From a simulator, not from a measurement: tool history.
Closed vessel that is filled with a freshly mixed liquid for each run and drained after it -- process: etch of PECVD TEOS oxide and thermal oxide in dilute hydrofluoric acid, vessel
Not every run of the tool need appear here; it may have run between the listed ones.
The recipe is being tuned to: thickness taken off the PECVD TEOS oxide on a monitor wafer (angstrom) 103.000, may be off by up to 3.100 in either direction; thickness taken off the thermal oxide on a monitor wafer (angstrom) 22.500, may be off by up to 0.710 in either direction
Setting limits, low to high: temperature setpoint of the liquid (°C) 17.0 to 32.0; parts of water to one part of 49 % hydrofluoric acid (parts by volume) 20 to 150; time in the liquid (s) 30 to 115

| run | hour | temperature setpoint of the liquid (°C) | parts of water to one part of 49 % hydrofluoric acid (parts by volume) | time in the liquid (s) | thickness taken off the PECVD TEOS oxide on a monitor wafer (angstrom) | thickness taken off the thermal oxide on a monitor wafer (angstrom) |
|---|---|---|---|---|---|---|
| 1 | 0.0 | 24.0 | 85 | 60 | 145.720 | 32.243 |
| 2 | 6.8 | 23.0 | 85 | 60 | 141.210 | 30.564 |
| 3 | 12.8 | 23.0 | 85 | 70 | 162.880 | 35.359 |
| 4 | 17.4 | 22.5 | 90 | 70 | 150.210 | 33.460 |
| 5 | 24.2 | 22.0 | 90 | 70 | 147.880 | 32.422 |
| 6 | 30.6 | 21.5 | 90 | 70 | 144.670 | 31.713 |
| 7 | 37.9 | 21.0 | 90 | 70 | 140.040 | 31.254 |
| 8 | 39.2 | 20.5 | 95 | 70 | 131.730 | 28.820 |
| 9 | 47.2 | 17.5 | 110 | 70 | 98.296 | 21.321 |

4 next moves are on the table. One of them brings every result within its allowed miss. Which?
| A | 55.2 | 18.0 | 100 | 70 | ? | ? |
| B | 55.2 | 18.5 | 105 | 70 | ? | ? |
| C | 55.2 | 19.5 | 120 | 75 | ? | ? |
| D | 55.2 | 25.5 | 130 | 70 | ? | ? |

| move | thickness taken off the PECVD TEOS oxide on a monitor wafer (angstrom) | thickness taken off the thermal oxide on a monitor wafer (angstrom) |
|---|---|---|
| A | 113.560 | 24.374 |
| B | 109.780 | 23.563 |
| C | 105.410 | 22.625 |
| D | 113.510 | 24.364 |
A: moves the result that the last run missed by most past its target, out the other side
B: moves the result that the last run missed by most past its target, out the other side
C: all results in spec
D: moves the result that the last run missed by most past its target, out the other side
Go with C: it meets all targets.
